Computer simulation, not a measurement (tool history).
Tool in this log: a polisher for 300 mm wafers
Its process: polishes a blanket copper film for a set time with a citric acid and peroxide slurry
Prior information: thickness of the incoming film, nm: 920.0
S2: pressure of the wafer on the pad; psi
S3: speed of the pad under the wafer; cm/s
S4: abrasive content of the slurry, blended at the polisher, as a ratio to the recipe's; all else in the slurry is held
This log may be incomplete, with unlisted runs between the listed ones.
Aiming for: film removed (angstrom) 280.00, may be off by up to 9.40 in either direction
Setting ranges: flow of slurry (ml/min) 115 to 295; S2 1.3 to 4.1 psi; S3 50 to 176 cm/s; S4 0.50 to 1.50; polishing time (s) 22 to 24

run 1 hour=0.0 | flow_of_slurry_(ml/min)=190 S2=2.7 S3=112 S4=1.00 polishing_time_(s)=24 | film_removed_(angstrom)=456.83
run 2 hour=5.8 | flow_of_slurry_(ml/min)=190 S2=2.7 S3=112 S4=1.20 polishing_time_(s)=24 | film_removed_(angstrom)=474.23
run 3 hour=9.1 | flow_of_slurry_(ml/min)=190 S2=2.4 S3=112 S4=1.20 polishing_time_(s)=24 | film_removed_(angstrom)=424.37
run 4 hour=16.3 | flow_of_slurry_(ml/min)=190 S2=2.4 S3=130 S4=1.20 polishing_time_(s)=24 | film_removed_(angstrom)=486.31
run 5 hour=17.4 | flow_of_slurry_(ml/min)=190 S2=2.4 S3=150 S4=1.20 polishing_time_(s)=24 | film_removed_(angstrom)=568.73
run 6 hour=24.3 | flow_of_slurry_(ml/min)=190 S2=2.4 S3=150 S4=1.05 polishing_time_(s)=24 | film_removed_(angstrom)=561.31
run 7 hour=31.3 | flow_of_slurry_(ml/min)=190 S2=2.1 S3=142 S4=1.05 polishing_time_(s)=24 | film_removed_(angstrom)=483.20
run 8 hour=36.5 | flow_of_slurry_(ml/min)=190 S2=1.9 S3=132 S4=1.05 polishing_time_(s)=24 | film_removed_(angstrom)=408.89
run 9 hour=45.1 | flow_of_slurry_(ml/min)=190 S2=1.9 S3=132 S4=1.05 polishing_time_(s)=24 | film_removed_(angstrom)=412.36

Next run, 5 choices. One meets every target within its allowed miss, the rest don't. Which?
run A hour=53.7 | flow_of_slurry_(ml/min)=240 S2=2.3 S3=174 S4=1.05 polishing_time_(s)=22 | film_removed_(angstrom)=?
run B hour=53.7 | flow_of_slurry_(ml/min)=260 S2=2.5 S3=78 S4=0.85 polishing_time_(s)=22 | film_removed_(angstrom)=?
run C hour=53.7 | flow_of_slurry_(ml/min)=200 S2=1.3 S3=116 S4=1.10 polishing_time_(s)=22 | film_removed_(angstrom)=?
run D hour=53.7 | flow_of_slurry_(ml/min)=130 S2=1.5 S3=122 S4=0.75 polishing_time_(s)=22 | film_removed_(angstrom)=?
run E hour=53.7 | flow_of_slurry_(ml/min)=195 S2=2.0 S3=138 S4=1.20 polishing_time_(s)=24 | film_removed_(angstrom)=?

move=A film_removed_(angstrom)=590.76
move=B film_removed_(angstrom)=282.15
move=C film_removed_(angstrom)=255.37
move=D film_removed_(angstrom)=255.57
move=E film_removed_(angstrom)=459.08
A: further off than the last run
B: every result lands within tolerance
C: the result that was furthest off in the last run now lies on the other side of its target
D: the result that was furthest off in the last run now lies on the other side of its target
E: further off than the last run
The move that meets every target is B.
